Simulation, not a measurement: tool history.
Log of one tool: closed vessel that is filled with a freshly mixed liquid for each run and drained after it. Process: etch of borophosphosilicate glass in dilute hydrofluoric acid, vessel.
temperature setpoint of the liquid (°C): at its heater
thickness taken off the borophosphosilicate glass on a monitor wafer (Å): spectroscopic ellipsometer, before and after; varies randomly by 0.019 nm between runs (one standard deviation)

run	hour	temperature setpoint of the liquid (°C)	parts of water to one part of 49 % hydrofluoric acid (parts by volume)	time in the liquid (s)	thickness taken off the borophosphosilicate glass on a monitor wafer (Å)
1	0	25	265	40	46.73
2	8.8	25	200	40	66.546
3	12.7	25	130	40	112.74
4	14.4	28	130	40	124.36
5	20.6	28	55	40	329.89
6	23.8	28	55	40	327.79
7	25	24	160	40	84.877
8	29.4	22	170	40	72.83
9	36	20.5	185	40	61.882
10	38.4	19.5	200	40	54.423
11	47.2	19	215	40	49.056
12	56.5	18.5	225	40	45.351
13	61.5	18	235	40	42.199
14	68.4	18	245	40	40.35
15	73.8	18	250	40	39.254
16	75	18	255	40	38.101
17	78.5	18	260	40	37.589

Run 18, settings as shown, results not yet in. Your forecast:
18	86.5	18	265	40	?

Run 18 yielded thickness taken off the borophosphosilicate glass on a monitor wafer (Å) 36.544.
